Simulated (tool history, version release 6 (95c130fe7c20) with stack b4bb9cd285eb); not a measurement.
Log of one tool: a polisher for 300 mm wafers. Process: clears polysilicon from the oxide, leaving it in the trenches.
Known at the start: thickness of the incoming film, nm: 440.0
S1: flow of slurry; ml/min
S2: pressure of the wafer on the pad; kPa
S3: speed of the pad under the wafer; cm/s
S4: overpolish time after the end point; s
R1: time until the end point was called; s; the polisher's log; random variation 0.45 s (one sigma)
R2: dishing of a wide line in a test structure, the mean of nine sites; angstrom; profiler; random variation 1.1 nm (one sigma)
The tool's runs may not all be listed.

run    day   S1    S2   S3  S4      R1      R2
  1      0  175  12.4  110  18  43.664  590.42
  2  0.058  175  13.1  110  18  40.309  573.97
  3  0.154  175  13.8  112  19  38.759  594.48
  4  0.492  175  14.5  112  19  37.571  609.53
  5  0.579  175  14.5  112  24  37.123  638.99
  6  0.842  175  15.2  112  23  34.921  597.69
  7  1.038  175  15.2  114  24  35.147  637.91
  8  1.308  175  15.9  114  24  34.138  645.62

Run 9 comes next. What will it give?
  9  1.633  175  16.5  114  23   ?   ?

R1: 31.763 s
R2: 647.73 angstrom
